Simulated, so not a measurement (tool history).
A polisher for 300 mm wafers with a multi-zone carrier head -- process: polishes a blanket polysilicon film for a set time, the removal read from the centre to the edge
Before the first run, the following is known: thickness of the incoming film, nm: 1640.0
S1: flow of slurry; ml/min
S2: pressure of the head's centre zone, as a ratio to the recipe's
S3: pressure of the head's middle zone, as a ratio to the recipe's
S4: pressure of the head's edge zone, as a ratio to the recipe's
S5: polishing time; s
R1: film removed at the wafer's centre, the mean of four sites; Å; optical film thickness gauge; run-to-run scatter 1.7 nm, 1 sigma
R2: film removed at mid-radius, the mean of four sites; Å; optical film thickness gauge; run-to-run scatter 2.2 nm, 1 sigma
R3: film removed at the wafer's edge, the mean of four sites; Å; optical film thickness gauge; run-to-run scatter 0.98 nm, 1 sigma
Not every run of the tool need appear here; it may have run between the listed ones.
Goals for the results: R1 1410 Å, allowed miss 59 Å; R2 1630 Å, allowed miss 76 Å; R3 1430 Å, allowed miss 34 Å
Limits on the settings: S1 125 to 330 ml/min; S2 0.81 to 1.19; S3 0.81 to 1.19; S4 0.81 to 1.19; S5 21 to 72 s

Run 1, day 0: S1 210 ml/min, S2 1, S3 1, S4 1, S5 46 s. Result: R1 2523.2 Å, R2 2551 Å, R3 2427.2 Å.
Run 2, day 0.329: S1 210 ml/min, S2 1, S3 1, S4 1.05, S5 46 s. Result: R1 2535.1 Å, R2 2574.6 Å, R3 2528.1 Å.
Run 3, day 0.671: S1 205 ml/min, S2 0.98, S3 1, S4 1.02, S5 43 s. Result: R1 2294.8 Å, R2 2386 Å, R3 2319.8 Å.
Run 4, day 0.812: S1 205 ml/min, S2 1.02, S3 1, S4 1.02, S5 43 s. Result: R1 2378.4 Å, R2 2413.7 Å, R3 2297.3 Å.
Run 5, day 1.029: S1 205 ml/min, S2 1.06, S3 1, S4 1.02, S5 43 s. Result: R1 2548.8 Å, R2 2386.5 Å, R3 2296.3 Å.
Run 6, day 1.383: S1 205 ml/min, S2 1.06, S3 1.08, S4 1.02, S5 43 s. Result: R1 2474.2 Å, R2 2493.9 Å, R3 2295.4 Å.
Run 7, day 1.629: S1 200 ml/min, S2 1.04, S3 1.07, S4 1, S5 41 s. Result: R1 2306.3 Å, R2 2346.2 Å, R3 2195.5 Å.
Run 8, day 1.8: S1 200 ml/min, S2 1.04, S3 1.07, S4 1, S5 41 s. Result: R1 2330 Å, R2 2282.8 Å, R3 2161.6 Å.
Run 9, day 2.054: S1 170 ml/min, S2 0.94, S3 1.08, S4 0.9, S5 28 s. Result: R1 1412.4 Å, R2 1561.3 Å, R3 1397.5 Å.
Run 10, day 2.121: S1 170 ml/min, S2 0.94, S3 1.09, S4 0.9, S5 28 s. Result: R1 1448.1 Å, R2 1606.3 Å, R3 1373.8 Å.
Run 11, day 2.208: S1 170 ml/min, S2 0.93, S3 1.09, S4 0.91, S5 28 s. Result: R1 1371.8 Å, R2 1624.9 Å, R3 1392.9 Å.

Which of these 4 next moves meets every target?
Run A, day 2.296: S1 185 ml/min, S2 0.83, S3 1.17, S4 0.81, S5 29 s. Result: R1 ?, R2 ?, R3 ?.
Run B, day 2.296: S1 130 ml/min, S2 0.93, S3 1.16, S4 0.87, S5 29 s. Result: R1 ?, R2 ?, R3 ?.
Run C, day 2.296: S1 145 ml/min, S2 0.91, S3 1.08, S4 0.88, S5 30 s. Result: R1 ?, R2 ?, R3 ?.
Run D, day 2.296: S1 160 ml/min, S2 1, S3 1.16, S4 0.81, S5 28 s. Result: R1 ?, R2 ?, R3 ?.

move      R1      R2      R3
   A  1319.8  1743.3  1382.5
   B  1346.2  1618.1  1358.6
   C  1403.7  1636.3    1438
   D  1452.6  1630.8  1310.6
A: lands further from the targets than the last run did
B: lands further from the targets than the last run did
C: every result within its allowed miss
D: lands further from the targets than the last run did
C meets every target.
